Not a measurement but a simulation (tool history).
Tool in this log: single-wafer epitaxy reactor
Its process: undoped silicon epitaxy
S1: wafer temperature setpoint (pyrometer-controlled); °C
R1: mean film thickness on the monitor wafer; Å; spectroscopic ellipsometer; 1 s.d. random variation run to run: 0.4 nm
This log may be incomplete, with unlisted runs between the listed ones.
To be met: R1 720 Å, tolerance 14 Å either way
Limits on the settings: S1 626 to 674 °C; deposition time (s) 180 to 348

Run 1, hour 0: S1 650 °C, deposition time (s) 264. Result: R1 454.57 Å.
Run 2, hour 8.5: S1 655 °C, deposition time (s) 264. Result: R1 501.92 Å.
Run 3, hour 14.9: S1 655 °C, deposition time (s) 239. Result: R1 451.21 Å.
Run 4, hour 16.1: S1 648 °C, deposition time (s) 239. Result: R1 397.86 Å.
Run 5, hour 22.9: S1 640 °C, deposition time (s) 239. Result: R1 339.61 Å.
Run 6, hour 26.5: S1 640 °C, deposition time (s) 273. Result: R1 384.47 Å.
Run 7, hour 31.2: S1 647 °C, deposition time (s) 274. Result: R1 444.09 Å.
Run 8, hour 35.3: S1 647 °C, deposition time (s) 274. Result: R1 444.85 Å.
Run 9, hour 43.7: S1 652 °C, deposition time (s) 275. Result: R1 490.55 Å.
Run 10, hour 45.8: S1 656 °C, deposition time (s) 275. Result: R1 529.02 Å.
Run 11, hour 47.1: S1 660 °C, deposition time (s) 275. Result: R1 573.05 Å.
Run 12, hour 49.8: S1 663 °C, deposition time (s) 275. Result: R1 612.18 Å.
Run 13, hour 58.1: S1 665 °C, deposition time (s) 275. Result: R1 634.43 Å.
Run 14, hour 64.8: S1 666 °C, deposition time (s) 275. Result: R1 640.73 Å.
Run 15, hour 67.1: S1 667 °C, deposition time (s) 275. Result: R1 660.7 Å.
Run 16, hour 69.5: S1 668 °C, deposition time (s) 275. Result: R1 672.36 Å.
Run 17, hour 71.7: S1 669 °C, deposition time (s) 275. Result: R1 682.88 Å.
Run 18, hour 73: S1 670 °C, deposition time (s) 275. Result: R1 692.22 Å.
Run 19, hour 74.1: S1 671 °C, deposition time (s) 275. Result: R1 703.39 Å.

Next run, 4 choices. One meets every target within its allowed miss, the rest don't. Which?
Run A, hour 75.2: S1 662 °C, deposition time (s) 333. Result: R1 ?.
Run B, hour 75.2: S1 671 °C, deposition time (s) 268. Result: R1 ?.
Run C, hour 75.2: S1 674 °C, deposition time (s) 254. Result: R1 ?.
Run D, hour 75.2: S1 672 °C, deposition time (s) 259. Result: R1 ?.

move      R1
   A  722.11
   B  686.96
   C  687.98
   D  676.23
A: each result inside its tolerance
B: misses by more than the last run did
C: misses by more than the last run did
D: misses by more than the last run did
Answer: A
